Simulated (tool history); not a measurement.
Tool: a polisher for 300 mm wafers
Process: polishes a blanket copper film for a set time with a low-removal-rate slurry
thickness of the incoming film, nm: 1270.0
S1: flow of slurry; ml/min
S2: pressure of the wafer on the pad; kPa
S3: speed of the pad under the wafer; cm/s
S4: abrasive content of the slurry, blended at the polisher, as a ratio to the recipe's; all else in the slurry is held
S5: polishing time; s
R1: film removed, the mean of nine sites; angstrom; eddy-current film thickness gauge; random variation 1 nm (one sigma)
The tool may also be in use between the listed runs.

run	hour	S1	S2	S3	S4	S5	R1
1	0.0	140	22.8	88	1.0	19	628.16
2	0.9	140	22.8	88	1.0	19	642.17
3	3.4	140	22.8	74	1.0	19	529.49
4	4.9	150	26.9	76	1.0	19	618.21
5	10.6	150	22.8	76	1.0	19	551.65
6	19.1	155	26.9	82	1.0	19	672.45
7	20.1	155	29.6	86	1.0	19	753.01
8	22.7	155	31.7	90	1.0	19	834.82

The next listed run, before its measurement:
9	25.8	155	33.1	92	1.0	19	?

R1: 867.61 angstrom
